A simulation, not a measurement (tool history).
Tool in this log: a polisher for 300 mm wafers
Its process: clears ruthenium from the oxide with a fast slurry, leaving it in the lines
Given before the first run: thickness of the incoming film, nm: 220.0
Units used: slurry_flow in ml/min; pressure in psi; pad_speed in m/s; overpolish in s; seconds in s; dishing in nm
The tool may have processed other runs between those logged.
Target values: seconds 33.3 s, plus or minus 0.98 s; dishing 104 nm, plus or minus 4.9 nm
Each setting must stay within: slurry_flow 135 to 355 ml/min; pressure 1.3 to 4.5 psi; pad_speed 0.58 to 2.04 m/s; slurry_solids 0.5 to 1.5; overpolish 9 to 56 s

run 1 hour=0 | slurry_flow=225 pressure=2.9 pad_speed=1.3 slurry_solids=1 overpolish=29 | seconds=41.398 dishing=106.62
run 2 hour=4 | slurry_flow=230 pressure=3 pad_speed=1.3 slurry_solids=1 overpolish=27 | seconds=40.2 dishing=101.02
run 3 hour=7.9 | slurry_flow=230 pressure=2.4 pad_speed=1.3 slurry_solids=1 overpolish=27 | seconds=50.256 dishing=84.635
run 4 hour=11.4 | slurry_flow=205 pressure=2.4 pad_speed=1.3 slurry_solids=1 overpolish=27 | seconds=51.144 dishing=84.43
run 5 hour=15.8 | slurry_flow=205 pressure=2.4 pad_speed=1.3 slurry_solids=1.2 overpolish=27 | seconds=46.195 dishing=92.469
run 6 hour=20.9 | slurry_flow=215 pressure=2.6 pad_speed=1.3 slurry_solids=1.2 overpolish=26 | seconds=41.372 dishing=95.803
run 7 hour=27.5 | slurry_flow=230 pressure=2.7 pad_speed=1.3 slurry_solids=1.2 overpolish=26 | seconds=40.252 dishing=100.42
run 8 hour=28.6 | slurry_flow=230 pressure=2.7 pad_speed=1.3 slurry_solids=1.2 overpolish=26 | seconds=39.31 dishing=97.679

5 next moves are on the table. One of them brings every result within its allowed miss. Which?
run A hour=29.7 | slurry_flow=330 pressure=2.8 pad_speed=1.58 slurry_solids=1.05 overpolish=23 | seconds=? dishing=?
run B hour=29.7 | slurry_flow=260 pressure=2.6 pad_speed=1.54 slurry_solids=1.3 overpolish=21 | seconds=? dishing=?
run C hour=29.7 | slurry_flow=235 pressure=3.4 pad_speed=1.32 slurry_solids=1.2 overpolish=25 | seconds=? dishing=?
run D hour=29.7 | slurry_flow=250 pressure=3.1 pad_speed=1.38 slurry_solids=1.25 overpolish=22 | seconds=? dishing=?
run E hour=29.7 | slurry_flow=330 pressure=3.4 pad_speed=1.38 slurry_solids=1.1 overpolish=18 | seconds=? dishing=?

move=A seconds=33.231 dishing=103.03
move=B seconds=33.214 dishing=96.022
move=C seconds=31.349 dishing=114.63
move=D seconds=31.92 dishing=102.69
move=E seconds=30.498 dishing=90.912
A: every result within its allowed miss
B: gets the furthest-off result to its target, but another result is out of tolerance
C: carries the result that was furthest off beyond its target, to the other side
D: carries the result that was furthest off beyond its target, to the other side
E: carries the result that was furthest off beyond its target, to the other side
A meets every target.

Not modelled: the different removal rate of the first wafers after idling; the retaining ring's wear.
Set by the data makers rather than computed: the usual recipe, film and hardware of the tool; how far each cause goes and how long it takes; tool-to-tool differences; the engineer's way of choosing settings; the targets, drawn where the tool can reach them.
